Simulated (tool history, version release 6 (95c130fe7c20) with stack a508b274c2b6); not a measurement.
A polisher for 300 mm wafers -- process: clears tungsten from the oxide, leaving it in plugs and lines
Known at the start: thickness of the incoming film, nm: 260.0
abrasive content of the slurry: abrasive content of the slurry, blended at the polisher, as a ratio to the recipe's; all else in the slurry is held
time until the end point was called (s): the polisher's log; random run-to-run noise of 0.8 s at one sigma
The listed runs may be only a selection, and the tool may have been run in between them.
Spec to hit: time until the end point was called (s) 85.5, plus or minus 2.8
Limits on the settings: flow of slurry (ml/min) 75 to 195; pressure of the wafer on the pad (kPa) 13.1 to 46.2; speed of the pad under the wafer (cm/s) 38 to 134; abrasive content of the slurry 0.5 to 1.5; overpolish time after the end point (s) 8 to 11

| run | hour | flow of slurry (ml/min) | pressure of the wafer on the pad (kPa) | speed of the pad under the wafer (cm/s) | abrasive content of the slurry | overpolish time after the end point (s) | time until the end point was called (s) |
|---|---|---|---|---|---|---|---|
| 1 | 0 | 125 | 29.6 | 86 | 1 | 11 | 52.847 |
| 2 | 2.4 | 125 | 33.8 | 86 | 1 | 11 | 49.006 |
| 3 | 10.4 | 125 | 33.8 | 106 | 1 | 11 | 39.125 |
| 4 | 12.5 | 120 | 31 | 104 | 1 | 11 | 42.675 |
| 5 | 20.2 | 120 | 28.3 | 100 | 1 | 11 | 47.531 |
| 6 | 23.4 | 120 | 28.3 | 100 | 0.85 | 11 | 49.101 |
| 7 | 30.7 | 120 | 26.2 | 98 | 0.85 | 11 | 52.584 |
| 8 | 35.3 | 120 | 26.2 | 98 | 0.85 | 11 | 52.566 |
| 9 | 36 | 95 | 17.9 | 96 | 0.85 | 11 | 68.645 |
| 10 | 38 | 95 | 17.9 | 96 | 0.85 | 11 | 69.898 |
| 11 | 40.4 | 95 | 17.2 | 96 | 0.85 | 11 | 70.193 |

4 candidate next runs follow, results not yet known. Just one meets every target within its allowed miss. Identify it.
| A | 42.8 | 75 | 17.2 | 108 | 1 | 11 | ? |
| B | 42.8 | 85 | 24.1 | 114 | 0.7 | 11 | ? |
| C | 42.8 | 90 | 22.1 | 108 | 0.85 | 9 | ? |
| D | 42.8 | 80 | 18.6 | 84 | 0.65 | 11 | ? |

| move | time until the end point was called (s) |
|---|---|
| A | 64.457 |
| B | 53.472 |
| C | 55.891 |
| D | 85.114 |
A: the biggest miss grows against the last run
B: the biggest miss grows against the last run
C: the biggest miss grows against the last run
D: in spec on every target
Go with D: it meets all targets.
